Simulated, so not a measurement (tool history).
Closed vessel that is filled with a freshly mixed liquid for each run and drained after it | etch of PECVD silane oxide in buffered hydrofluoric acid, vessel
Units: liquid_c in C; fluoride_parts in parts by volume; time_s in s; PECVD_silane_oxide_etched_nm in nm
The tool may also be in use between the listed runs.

run  hour  liquid_c  fluoride_parts  time_s  PECVD_silane_oxide_etched_nm
  1     0        24             8.5     105                        621.84
  2   4.2      23.5             8.5     105                        605.21
  3   9.6        23             8.5     105                        592.28
  4  14.3        23             8.5     105                         587.7
  5  16.7        23             9.5     105                        532.93
  6  21.2      22.5             9.5     105                        521.66
  7  27.2      22.5             9.5     105                        523.56

Forecast run 8:
  8  35.5        22             9.5     105                             ?

{"run 8": {"PECVD_silane_oxide_etched_nm": 506.57}}
